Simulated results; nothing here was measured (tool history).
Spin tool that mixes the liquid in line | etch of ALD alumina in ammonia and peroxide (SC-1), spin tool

run,hour,temperature setpoint of the liquid (°C),parts of 29 % ammonia solution to one part of 30 % peroxide (parts by volume),time under the liquid (s),thickness taken off the ALD alumina on a monitor wafer (Å)
1,0.0,52.0,0.65,280,160.36
2,1.1,51.0,0.65,280,150.83
3,3.9,51.0,0.65,300,161.72
4,6.2,51.0,0.45,300,156.95
# hour 13.1: new drum of ammonia solution connected
5,13.1,51.0,0.35,300,154.69
6,18.9,48.5,0.35,300,134.86

For run 7, what comes out?
7,26.2,48.0,0.35,300,?

thickness taken off the ALD alumina on a monitor wafer (Å): 129.92
